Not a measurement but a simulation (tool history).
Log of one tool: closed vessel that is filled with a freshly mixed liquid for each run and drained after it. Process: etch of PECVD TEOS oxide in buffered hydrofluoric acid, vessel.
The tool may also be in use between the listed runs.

| run | hour | temperature setpoint of the liquid (K) | parts of 40 % ammonium fluoride to one part of 49 % hydrofluoric acid (parts by volume) | time in the liquid (s) | thickness taken off the PECVD TEOS oxide on a monitor wafer (angstrom) |
|---|---|---|---|---|---|
| 1 | 0.0 | 298.15 | 20.0 | 30 | 215.58 |
| 2 | 3.9 | 298.15 | 17.0 | 30 | 250.08 |
| 3 | 8.0 | 298.15 | 17.0 | 30 | 253.23 |
| 4 | 11.8 | 299.65 | 16.5 | 30 | 279.36 |
| 5 | 18.3 | 301.65 | 16.5 | 30 | 312.88 |
| 6 | 27.1 | 302.15 | 16.0 | 30 | 331.93 |

What does the tool deliver on the next run?
| 7 | 35.9 | 305.15 | 13.5 | 30 | ? |

Logged for run 7: thickness taken off the PECVD TEOS oxide on a monitor wafer (angstrom) 459.00.

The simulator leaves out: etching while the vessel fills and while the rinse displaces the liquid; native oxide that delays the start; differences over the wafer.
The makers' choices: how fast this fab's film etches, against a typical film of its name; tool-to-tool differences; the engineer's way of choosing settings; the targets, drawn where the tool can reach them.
